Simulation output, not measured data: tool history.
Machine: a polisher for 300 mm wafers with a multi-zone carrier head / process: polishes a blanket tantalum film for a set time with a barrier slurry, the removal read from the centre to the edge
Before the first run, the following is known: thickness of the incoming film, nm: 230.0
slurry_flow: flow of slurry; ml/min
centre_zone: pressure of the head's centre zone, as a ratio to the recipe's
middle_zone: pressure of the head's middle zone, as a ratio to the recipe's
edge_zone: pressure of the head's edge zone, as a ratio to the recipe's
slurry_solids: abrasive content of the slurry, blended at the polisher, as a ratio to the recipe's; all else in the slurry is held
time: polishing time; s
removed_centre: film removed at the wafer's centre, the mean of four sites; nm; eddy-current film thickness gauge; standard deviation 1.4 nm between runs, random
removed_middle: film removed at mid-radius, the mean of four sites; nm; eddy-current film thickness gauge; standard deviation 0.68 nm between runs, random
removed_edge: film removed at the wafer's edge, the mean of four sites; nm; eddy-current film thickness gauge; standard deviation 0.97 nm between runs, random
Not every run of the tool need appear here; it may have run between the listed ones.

run  hour  slurry_flow  centre_zone  middle_zone  edge_zone  slurry_solids  time  removed_centre  removed_middle  removed_edge
  1     0          160            1            1          1              1    34          66.817          67.697        68.162
  2   0.7          165         1.02         1.01       1.01           1.05    35          72.036          71.121         70.74
  3     7          170         1.03         1.01       1.02            1.1    36          77.094          74.524        75.734
  4   9.6          170         1.03         1.01       0.94            1.1    36          75.777          74.516        71.917
  5  10.7          175         1.04         1.02       0.96           1.15    36          77.749          76.281        73.622
  6  13.9          175         1.04         1.02        0.9           1.15    36          79.344          76.425        71.825
  7  16.4          180         1.05         1.02       0.92            1.2    37          81.743          80.271        74.916

Run 8, settings as shown, results not yet in. Your forecast:
  8  24.4          180         1.06         1.02       0.94           1.25    38               ?               ?             ?

removed_centre: 86.249 nm
removed_middle: 83.439 nm
removed_edge: 79.174 nm
